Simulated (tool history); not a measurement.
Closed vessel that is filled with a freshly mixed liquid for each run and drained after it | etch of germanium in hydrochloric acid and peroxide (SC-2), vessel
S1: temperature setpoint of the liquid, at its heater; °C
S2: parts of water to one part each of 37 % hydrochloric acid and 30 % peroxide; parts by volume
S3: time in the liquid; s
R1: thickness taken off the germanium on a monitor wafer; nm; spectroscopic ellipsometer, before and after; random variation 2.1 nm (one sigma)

run	hour	S1	S2	S3	R1
1	0.0	58.0	5.5	90	256.57
2	2.0	58.0	5.5	95	273.12
3	5.3	58.0	5.5	90	255.80
4	11.5	58.0	6.5	90	254.72
5	17.2	58.0	4.5	90	253.18
6	22.4	57.0	4.5	90	247.71
7	29.6	56.0	4.5	90	239.37
8	34.2	55.5	4.5	90	238.51
9	39.7	55.0	4.5	90	231.14

Run 10 comes next. What will it give?
10	47.1	54.5	4.5	90	?

R1: 232.81 nm
